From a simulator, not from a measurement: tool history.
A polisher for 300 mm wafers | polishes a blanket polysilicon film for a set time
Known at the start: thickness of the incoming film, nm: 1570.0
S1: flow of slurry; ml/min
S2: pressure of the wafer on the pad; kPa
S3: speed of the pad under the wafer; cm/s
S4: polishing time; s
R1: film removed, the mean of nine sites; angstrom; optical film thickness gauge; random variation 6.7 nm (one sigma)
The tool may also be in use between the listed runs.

run,hour,S1,S2,S3,S4,R1
1,0.0,305,14.5,116,93,6388.4
2,2.1,305,14.5,116,98,6713.9
3,9.7,230,14.5,116,98,6539.7
4,11.1,245,15.2,116,98,6909.1
5,12.8,245,15.2,116,98,6841.8
6,14.3,265,15.9,116,98,7114.3

Forecast run 7:
7,20.8,270,16.5,116,98,?

{"run 7": {"R1": 7358.6}}
